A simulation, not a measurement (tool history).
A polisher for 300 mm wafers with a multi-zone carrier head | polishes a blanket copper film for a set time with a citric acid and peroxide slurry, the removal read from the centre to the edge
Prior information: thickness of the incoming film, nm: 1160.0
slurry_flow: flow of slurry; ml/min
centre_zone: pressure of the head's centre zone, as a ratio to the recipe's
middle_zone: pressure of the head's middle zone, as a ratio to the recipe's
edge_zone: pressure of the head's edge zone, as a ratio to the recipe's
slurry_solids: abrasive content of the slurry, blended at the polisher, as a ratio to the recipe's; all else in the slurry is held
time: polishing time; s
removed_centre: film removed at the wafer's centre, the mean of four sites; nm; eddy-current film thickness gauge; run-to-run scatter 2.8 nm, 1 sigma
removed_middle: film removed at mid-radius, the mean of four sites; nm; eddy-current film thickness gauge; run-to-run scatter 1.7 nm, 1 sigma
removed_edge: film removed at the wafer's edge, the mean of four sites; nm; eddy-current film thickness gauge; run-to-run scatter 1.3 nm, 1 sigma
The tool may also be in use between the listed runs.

{"run": 1, "day": 0.0, "slurry_flow": 240, "centre_zone": 1.0, "middle_zone": 1.0, "edge_zone": 1.0, "slurry_solids": 1.0, "time": 81, "removed_centre": 239.46, "removed_middle": 242.31, "removed_edge": 247.08}
{"run": 2, "day": 0.038, "slurry_flow": 240, "centre_zone": 1.0, "middle_zone": 1.0, "edge_zone": 1.0, "slurry_solids": 1.0, "time": 67, "removed_centre": 203.98, "removed_middle": 200.54, "removed_edge": 206.27}
{"run": 3, "day": 0.188, "slurry_flow": 245, "centre_zone": 1.02, "middle_zone": 1.01, "edge_zone": 0.98, "slurry_solids": 1.0, "time": 67, "removed_centre": 206.79, "removed_middle": 204.16, "removed_edge": 202.54}
{"run": 4, "day": 0.212, "slurry_flow": 245, "centre_zone": 1.02, "middle_zone": 1.01, "edge_zone": 0.98, "slurry_solids": 1.0, "time": 58, "removed_centre": 176.43, "removed_middle": 173.71, "removed_edge": 175.47}
{"run": 5, "day": 0.579, "slurry_flow": 245, "centre_zone": 1.08, "middle_zone": 1.01, "edge_zone": 0.98, "slurry_solids": 1.0, "time": 58, "removed_centre": 186.56, "removed_middle": 175.86, "removed_edge": 176.83}
{"run": 6, "day": 0.829, "slurry_flow": 245, "centre_zone": 1.08, "middle_zone": 1.01, "edge_zone": 0.98, "slurry_solids": 0.8, "time": 58, "removed_centre": 176.12, "removed_middle": 164.99, "removed_edge": 167.43}
{"run": 7, "day": 1.121, "slurry_flow": 265, "centre_zone": 1.11, "middle_zone": 1.03, "edge_zone": 0.99, "slurry_solids": 0.9, "time": 58, "removed_centre": 187.48, "removed_middle": 173.35, "removed_edge": 172.38}
{"run": 8, "day": 1.35, "slurry_flow": 275, "centre_zone": 1.13, "middle_zone": 1.05, "edge_zone": 1.01, "slurry_solids": 1.0, "time": 58, "removed_centre": 200.68, "removed_middle": 181.33, "removed_edge": 182.02}
{"run": 9, "day": 1.617, "slurry_flow": 285, "centre_zone": 1.14, "middle_zone": 1.08, "edge_zone": 1.02, "slurry_solids": 1.0, "time": 58, "removed_centre": 201.19, "removed_middle": 187.25, "removed_edge": 180.02}
{"run": 10, "day": 1.742, "slurry_flow": 295, "centre_zone": 1.15, "middle_zone": 1.09, "edge_zone": 1.04, "slurry_solids": 1.05, "time": 58, "removed_centre": 204.87, "removed_middle": 190.95, "removed_edge": 184.92}
{"run": 11, "day": 1.996, "slurry_flow": 300, "centre_zone": 1.16, "middle_zone": 1.1, "edge_zone": 1.04, "slurry_solids": 1.1, "time": 58, "removed_centre": 211.4, "removed_middle": 194.55, "removed_edge": 188.83}
{"run": 12, "day": 2.029, "slurry_flow": 305, "centre_zone": 1.17, "middle_zone": 1.11, "edge_zone": 1.04, "slurry_solids": 1.1, "time": 58, "removed_centre": 218.64, "removed_middle": 197.0, "removed_edge": 189.29}
{"run": 13, "day": 2.067, "slurry_flow": 310, "centre_zone": 1.17, "middle_zone": 1.12, "edge_zone": 1.05, "slurry_solids": 1.1, "time": 58, "removed_centre": 215.13, "removed_middle": 200.09, "removed_edge": 189.62}

The next listed run, before its measurement:
{"run": 14, "day": 2.371, "slurry_flow": 315, "centre_zone": 1.18, "middle_zone": 1.12, "edge_zone": 1.05, "slurry_solids": 1.1, "time": 58, "removed_centre": "?", "removed_middle": "?", "removed_edge": "?"}

removed_centre: 217.36 nm
removed_middle: 200.55 nm
removed_edge: 189.83 nm
